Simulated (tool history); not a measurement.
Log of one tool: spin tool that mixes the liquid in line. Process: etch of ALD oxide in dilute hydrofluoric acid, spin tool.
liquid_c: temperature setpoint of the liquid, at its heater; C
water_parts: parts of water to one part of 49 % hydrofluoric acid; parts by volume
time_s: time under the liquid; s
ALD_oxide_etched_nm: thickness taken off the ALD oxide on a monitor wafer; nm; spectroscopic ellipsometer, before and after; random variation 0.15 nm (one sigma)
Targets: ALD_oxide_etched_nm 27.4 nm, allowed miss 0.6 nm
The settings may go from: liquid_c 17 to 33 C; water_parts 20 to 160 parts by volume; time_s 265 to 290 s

run,hour,liquid_c,water_parts,time_s,ALD_oxide_etched_nm
1,0,25,90,265,39.718
2,4.7,22.5,90,265,36.165
3,9.7,21,90,265,33.974
4,16.3,20,90,265,32.63
5,18.8,19,90,265,31.066
6,20.1,19,70,265,41.053
7,27.6,18.5,80,265,34.402
# hour 32.5: thermometer replaced
8,32.5,18,85,265,34.684
9,33.3,17.5,90,265,32.123
10,40.7,17.5,95,265,29.968

Which of these 5 next moves meets every target?
A,48.1,17.5,110,270,?
B,48.1,19,95,285,?
C,48.1,17.5,95,285,?
D,48.1,20,120,280,?
E,48.1,17,105,265,?

move,ALD_oxide_etched_nm
A,26.199
B,34.636
C,32.528
D,27.313
E,26.516
A: takes the result that was furthest off past its target
B: further off than the last run
C: further off than the last run
D: meets every target
E: takes the result that was furthest off past its target
Move D is the one to make.

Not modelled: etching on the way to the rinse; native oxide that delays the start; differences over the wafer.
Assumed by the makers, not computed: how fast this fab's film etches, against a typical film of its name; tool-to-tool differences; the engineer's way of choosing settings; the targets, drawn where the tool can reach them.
